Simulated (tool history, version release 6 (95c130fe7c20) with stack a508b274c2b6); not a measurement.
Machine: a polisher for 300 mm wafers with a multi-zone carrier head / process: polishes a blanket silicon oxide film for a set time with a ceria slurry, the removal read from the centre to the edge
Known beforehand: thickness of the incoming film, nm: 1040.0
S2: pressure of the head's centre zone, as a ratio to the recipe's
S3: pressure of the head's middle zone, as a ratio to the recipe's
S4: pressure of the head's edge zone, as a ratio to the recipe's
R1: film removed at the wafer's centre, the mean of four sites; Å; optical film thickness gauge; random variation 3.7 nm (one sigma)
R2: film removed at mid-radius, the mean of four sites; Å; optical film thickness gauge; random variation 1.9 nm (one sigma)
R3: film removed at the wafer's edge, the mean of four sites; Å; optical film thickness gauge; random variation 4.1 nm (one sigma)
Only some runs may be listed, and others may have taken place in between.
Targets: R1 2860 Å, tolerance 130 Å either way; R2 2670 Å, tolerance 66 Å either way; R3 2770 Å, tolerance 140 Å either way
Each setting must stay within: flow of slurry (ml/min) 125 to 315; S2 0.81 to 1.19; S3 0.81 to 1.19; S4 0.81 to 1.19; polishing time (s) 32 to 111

Run 1, day 0: flow of slurry (ml/min) 205, S2 1, S3 1, S4 1, polishing time (s) 71. Result: R1 2960.9 Å, R2 2957.1 Å, R3 2959.5 Å.
Run 2, day 0.371: flow of slurry (ml/min) 205, S2 0.92, S3 1, S4 1, polishing time (s) 71. Result: R1 2797 Å, R2 2946.7 Å, R3 2975 Å.
Run 3, day 0.658: flow of slurry (ml/min) 200, S2 0.94, S3 0.98, S4 0.98, polishing time (s) 71. Result: R1 2823.2 Å, R2 2884.2 Å, R3 3000.2 Å.
Run 4, day 0.962: flow of slurry (ml/min) 200, S2 0.9, S3 0.98, S4 0.98, polishing time (s) 71. Result: R1 2692.4 Å, R2 2925.8 Å, R3 2961.4 Å.
Run 5, day 1.017: flow of slurry (ml/min) 200, S2 0.9, S3 1.03, S4 0.98, polishing time (s) 71. Result: R1 2680.5 Å, R2 2969.9 Å, R3 3023.3 Å.
Run 6, day 1.271: flow of slurry (ml/min) 195, S2 0.92, S3 1, S4 0.98, polishing time (s) 70. Result: R1 2727.1 Å, R2 2875.3 Å, R3 2826 Å.
Run 7, day 1.55: flow of slurry (ml/min) 190, S2 0.93, S3 0.98, S4 0.99, polishing time (s) 70. Result: R1 2732.9 Å, R2 2846.2 Å, R3 2894.7 Å.
Run 8, day 1.804: flow of slurry (ml/min) 185, S2 0.94, S3 0.96, S4 0.98, polishing time (s) 70. Result: R1 2684.6 Å, R2 2784.2 Å, R3 2898.5 Å.

Of the 5 settings listed for the next run, only one would bring every result within its allowed miss of target. Which one?
Run A, day 2.058: flow of slurry (ml/min) 255, S2 0.87, S3 0.94, S4 1.04, polishing time (s) 65. Result: R1 ?, R2 ?, R3 ?.
Run B, day 2.058: flow of slurry (ml/min) 200, S2 0.93, S3 1.05, S4 1.01, polishing time (s) 67. Result: R1 ?, R2 ?, R3 ?.
Run C, day 2.058: flow of slurry (ml/min) 145, S2 0.81, S3 0.9, S4 1, polishing time (s) 74. Result: R1 ?, R2 ?, R3 ?.
Run D, day 2.058: flow of slurry (ml/min) 155, S2 0.86, S3 0.86, S4 1.02, polishing time (s) 74. Result: R1 ?, R2 ?, R3 ?.
Run E, day 2.058: flow of slurry (ml/min) 190, S2 1, S3 0.94, S4 0.91, polishing time (s) 69. Result: R1 ?, R2 ?, R3 ?.

move      R1      R2      R3
   A  2444.6  2623.5  2814.2
   B  2614.8  2868.9  2806.8
   C  2386.4    2687  2995.1
   D  2563.5  2620.6  3040.6
   E  2874.1  2689.8  2775.4
A: meets the target for the result that was furthest off, but another lies outside its allowed miss
B: lands further from the targets than the last run did
C: meets the target for the result that was furthest off, but another lies outside its allowed miss
D: meets the target for the result that was furthest off, but another lies outside its allowed miss
E: in spec on every target
E meets every target.
